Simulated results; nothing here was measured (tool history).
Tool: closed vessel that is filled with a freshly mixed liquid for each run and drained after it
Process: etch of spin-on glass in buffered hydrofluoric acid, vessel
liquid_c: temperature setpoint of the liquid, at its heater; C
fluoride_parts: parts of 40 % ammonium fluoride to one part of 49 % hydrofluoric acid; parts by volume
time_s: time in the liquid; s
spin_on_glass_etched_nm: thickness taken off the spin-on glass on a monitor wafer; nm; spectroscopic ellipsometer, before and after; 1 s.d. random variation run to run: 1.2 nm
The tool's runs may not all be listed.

run,hour,liquid_c,fluoride_parts,time_s,spin_on_glass_etched_nm
1,0.0,21.0,14.0,100,220.45
2,4.1,21.0,17.0,100,184.47
3,7.3,24.0,17.0,100,214.14
4,15.9,23.0,17.0,100,204.68
5,22.8,23.0,18.5,100,192.28
6,25.1,22.5,18.5,100,189.07
7,26.4,22.0,18.5,100,181.55

Run 8 comes next. What will it give?
8,30.5,21.5,18.5,100,?

Run 8 came out at spin_on_glass_etched_nm 176.76 nm.
